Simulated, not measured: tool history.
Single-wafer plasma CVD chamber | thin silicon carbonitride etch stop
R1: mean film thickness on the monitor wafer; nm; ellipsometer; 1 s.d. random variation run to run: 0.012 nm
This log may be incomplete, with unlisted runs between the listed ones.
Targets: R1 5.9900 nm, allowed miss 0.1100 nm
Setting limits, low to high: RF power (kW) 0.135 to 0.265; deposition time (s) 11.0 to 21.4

Run 1, hour 0.0: RF power (kW) 0.200, deposition time (s) 16.2. Result: R1 8.4933 nm.
Run 2, hour 1.6: RF power (kW) 0.215, deposition time (s) 16.2. Result: R1 8.6616 nm.
Run 3, hour 2.3: RF power (kW) 0.215, deposition time (s) 17.8. Result: R1 9.4808 nm.
Run 4, hour 4.4: RF power (kW) 0.205, deposition time (s) 16.6. Result: R1 8.7487 nm.
Run 5, hour 12.4: RF power (kW) 0.205, deposition time (s) 15.0. Result: R1 7.9169 nm.
Run 6, hour 15.4: RF power (kW) 0.205, deposition time (s) 13.0. Result: R1 6.8608 nm.
Run 7, hour 17.9: RF power (kW) 0.205, deposition time (s) 13.0. Result: R1 6.8567 nm.
Run 8, hour 23.0: RF power (kW) 0.205, deposition time (s) 13.0. Result: R1 6.8580 nm.
Run 9, hour 26.5: RF power (kW) 0.200, deposition time (s) 12.8. Result: R1 6.7263 nm.
Run 10, hour 27.2: RF power (kW) 0.195, deposition time (s) 12.6. Result: R1 6.6031 nm.
Run 11, hour 32.7: RF power (kW) 0.190, deposition time (s) 12.4. Result: R1 6.4367 nm.
Run 12, hour 33.6: RF power (kW) 0.185, deposition time (s) 12.3. Result: R1 6.3328 nm.
Run 13, hour 36.3: RF power (kW) 0.180, deposition time (s) 12.3. Result: R1 6.2859 nm.
Run 14, hour 37.8: RF power (kW) 0.175, deposition time (s) 12.3. Result: R1 6.2653 nm.

4 candidate next runs follow, results not yet known. Just one meets every target within its allowed miss. Identify it.
Run A, hour 39.3: RF power (kW) 0.145, deposition time (s) 13.9. Result: R1 ?.
Run B, hour 39.3: RF power (kW) 0.175, deposition time (s) 13.0. Result: R1 ?.
Run C, hour 39.3: RF power (kW) 0.165, deposition time (s) 11.9. Result: R1 ?.
Run D, hour 39.3: RF power (kW) 0.170, deposition time (s) 13.4. Result: R1 ?.

move      R1
   A  6.7571
   B  6.5923
   C  5.9540
   D  6.7502
A: lands further from the targets than the last run did
B: lands further from the targets than the last run did
C: each result inside its tolerance
D: lands further from the targets than the last run did
Move C is the one to make.
